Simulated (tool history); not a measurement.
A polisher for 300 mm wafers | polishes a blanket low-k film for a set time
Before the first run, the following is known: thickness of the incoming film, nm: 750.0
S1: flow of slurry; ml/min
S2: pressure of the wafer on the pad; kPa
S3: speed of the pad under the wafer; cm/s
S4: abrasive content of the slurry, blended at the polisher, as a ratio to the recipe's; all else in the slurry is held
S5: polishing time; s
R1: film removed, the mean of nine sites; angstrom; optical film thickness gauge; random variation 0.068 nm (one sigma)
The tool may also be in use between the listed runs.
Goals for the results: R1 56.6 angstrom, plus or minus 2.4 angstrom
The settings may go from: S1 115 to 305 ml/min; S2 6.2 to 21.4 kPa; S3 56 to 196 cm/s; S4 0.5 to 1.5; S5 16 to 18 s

run,hour,S1,S2,S3,S4,S5,R1
1,0,195,13.8,126,1,18,75.972
2,2.2,195,13.1,126,1,18,74.673
3,3.9,195,13.1,112,1,18,68.047
4,5.3,195,13.1,112,1.2,18,74.715
5,5.9,195,12.4,112,1.2,18,69.954
6,12.4,195,14.5,112,1.2,18,80.414
7,15.3,195,13.8,112,1.2,18,76.348
8,19.9,195,13.1,112,1.2,18,73.572
9,28.9,195,12.4,112,1.2,18,70.829
10,31.1,195,11.7,112,1.2,18,66.763
11,37.5,195,10.3,112,1.2,18,59.992

Which of these 4 next moves meets every target?
A,43.9,195,10.3,110,1.15,18,?
B,43.9,200,8.3,124,1.35,16,?
C,43.9,190,10.3,124,1.25,18,?
D,43.9,235,9,110,1.3,17,?

move,R1
A,56.247
B,48.259
C,64.063
D,50.273
A: all results in spec
B: takes the result that was furthest off past its target
C: lands further from the targets than the last run did
D: takes the result that was furthest off past its target
A meets every target.

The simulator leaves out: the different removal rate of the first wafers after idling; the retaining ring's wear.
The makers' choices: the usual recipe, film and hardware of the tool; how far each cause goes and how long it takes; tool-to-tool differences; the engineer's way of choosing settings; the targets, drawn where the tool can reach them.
